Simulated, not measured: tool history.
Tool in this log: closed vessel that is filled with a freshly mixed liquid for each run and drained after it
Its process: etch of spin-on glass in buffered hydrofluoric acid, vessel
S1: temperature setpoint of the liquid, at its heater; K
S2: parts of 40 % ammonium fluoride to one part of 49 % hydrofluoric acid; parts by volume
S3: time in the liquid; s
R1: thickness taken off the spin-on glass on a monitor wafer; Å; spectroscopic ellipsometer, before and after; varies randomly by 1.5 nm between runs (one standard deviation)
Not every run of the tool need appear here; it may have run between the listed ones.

run 1 day=0 | S1=297.15 S2=10 S3=85 | R1=3851.3
run 2 day=0.15 | S1=295.65 S2=10 S3=85 | R1=3577.9
run 3 day=0.479 | S1=295.65 S2=10 S3=90 | R1=3754.5
run 4 day=0.675 | S1=294.15 S2=10 S3=90 | R1=3437.1
run 5 day=0.992 | S1=293.15 S2=10 S3=90 | R1=3305.9
run 6 day=1.133 | S1=293.15 S2=7.5 S3=90 | R1=4284.3

What will run 7 give?
run 7 day=1.496 | S1=292.65 S2=8.5 S3=90 | R1=?

R1: 3616.3 Å

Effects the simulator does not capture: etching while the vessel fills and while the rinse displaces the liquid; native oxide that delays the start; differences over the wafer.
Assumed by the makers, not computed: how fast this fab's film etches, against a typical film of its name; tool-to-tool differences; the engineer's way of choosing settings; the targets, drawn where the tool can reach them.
